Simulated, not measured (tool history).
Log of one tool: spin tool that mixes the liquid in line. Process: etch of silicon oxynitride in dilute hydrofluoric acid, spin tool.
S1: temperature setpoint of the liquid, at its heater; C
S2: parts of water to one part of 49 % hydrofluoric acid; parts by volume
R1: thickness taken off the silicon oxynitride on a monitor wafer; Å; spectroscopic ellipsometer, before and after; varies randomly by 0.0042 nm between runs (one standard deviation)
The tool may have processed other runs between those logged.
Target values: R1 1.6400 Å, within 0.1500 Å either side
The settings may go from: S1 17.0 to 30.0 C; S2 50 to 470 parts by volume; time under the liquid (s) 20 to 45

{"run": 1, "hour": 0.0, "S1": 22.0, "S2": 260, "time under the liquid (s)": 45, "R1": 2.3832}
{"run": 2, "hour": 8.3, "S1": 21.5, "S2": 265, "time under the liquid (s)": 45, "R1": 2.1154}
{"run": 3, "hour": 11.2, "S1": 21.5, "S2": 265, "time under the liquid (s)": 45, "R1": 2.1211}
{"run": 4, "hour": 14.0, "S1": 21.0, "S2": 265, "time under the liquid (s)": 45, "R1": 2.1256}
{"run": 5, "hour": 20.1, "S1": 19.5, "S2": 265, "time under the liquid (s)": 45, "R1": 1.9549}
{"run": 6, "hour": 23.9, "S1": 19.5, "S2": 180, "time under the liquid (s)": 45, "R1": 3.0851}
{"run": 7, "hour": 32.5, "S1": 19.5, "S2": 190, "time under the liquid (s)": 45, "R1": 2.8196}
{"run": 8, "hour": 35.0, "S1": 19.5, "S2": 200, "time under the liquid (s)": 45, "R1": 2.7761}
{"run": 9, "hour": 36.8, "S1": 19.5, "S2": 210, "time under the liquid (s)": 45, "R1": 2.5387}
{"run": 10, "hour": 44.4, "S1": 18.0, "S2": 295, "time under the liquid (s)": 40, "R1": 1.4517}

Consider the 4 candidate settings below. Which is the only one whose results all fall within their allowed miss of target?
{"run": "A", "hour": 52.0, "S1": 18.0, "S2": 365, "time under the liquid (s)": 45, "R1": "?"}
{"run": "B", "hour": 52.0, "S1": 17.5, "S2": 370, "time under the liquid (s)": 45, "R1": "?"}
{"run": "C", "hour": 52.0, "S1": 20.0, "S2": 355, "time under the liquid (s)": 40, "R1": "?"}
{"run": "D", "hour": 52.0, "S1": 17.5, "S2": 295, "time under the liquid (s)": 45, "R1": "?"}

move=A R1=1.3083
move=B R1=1.2592
move=C R1=1.3114
move=D R1=1.6489
A: further off than the last run
B: further off than the last run
C: further off than the last run
D: meets every target
So the answer is move D, the one that meets all the targets.

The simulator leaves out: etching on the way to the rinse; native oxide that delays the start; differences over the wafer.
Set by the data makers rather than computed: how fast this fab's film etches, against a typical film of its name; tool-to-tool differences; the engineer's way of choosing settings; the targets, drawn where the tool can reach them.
